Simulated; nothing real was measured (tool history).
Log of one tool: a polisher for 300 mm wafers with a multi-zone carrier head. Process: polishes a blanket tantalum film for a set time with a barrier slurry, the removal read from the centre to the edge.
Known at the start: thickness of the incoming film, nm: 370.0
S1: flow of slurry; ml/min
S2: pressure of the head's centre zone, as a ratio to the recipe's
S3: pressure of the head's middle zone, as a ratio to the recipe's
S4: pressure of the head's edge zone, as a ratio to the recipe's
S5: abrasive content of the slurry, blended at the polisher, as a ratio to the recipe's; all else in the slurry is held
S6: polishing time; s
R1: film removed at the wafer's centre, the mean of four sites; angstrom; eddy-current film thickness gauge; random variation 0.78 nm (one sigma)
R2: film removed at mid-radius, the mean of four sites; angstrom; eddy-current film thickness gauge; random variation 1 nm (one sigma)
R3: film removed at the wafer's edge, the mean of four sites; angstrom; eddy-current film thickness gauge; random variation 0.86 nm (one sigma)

run  hour   S1    S2    S3    S4    S5  S6      R1      R2      R3
  1     0  160     1     1     1     1  84  1110.4  1111.3  1086.3
  2   4.6  150  0.97  0.97  0.98  0.95  84  1038.2    1037  1054.7
  3     7  150  1.04  0.97  0.98  0.95  84    1105  1032.3  1031.2
  4  14.6  150  1.01  0.97  0.98  0.95  84  1100.2  1022.2  1047.9
  5  19.7  145  0.98  0.97  0.96   0.9  84  1023.8  1014.1  1014.6
  6  25.2  135  0.96  0.96  0.95   0.9  84  1008.3   991.6  999.46
  7  28.3  130  0.94  0.95  0.94   0.9  84  972.76  987.45  994.74

The next listed run, before its measurement:
  8  36.6  130  0.94  0.95  0.94  0.9  84   ?   ?   ?

Run 8 gave R1 971.5 angstrom, R2 987.96 angstrom, R3 977.71 angstrom.

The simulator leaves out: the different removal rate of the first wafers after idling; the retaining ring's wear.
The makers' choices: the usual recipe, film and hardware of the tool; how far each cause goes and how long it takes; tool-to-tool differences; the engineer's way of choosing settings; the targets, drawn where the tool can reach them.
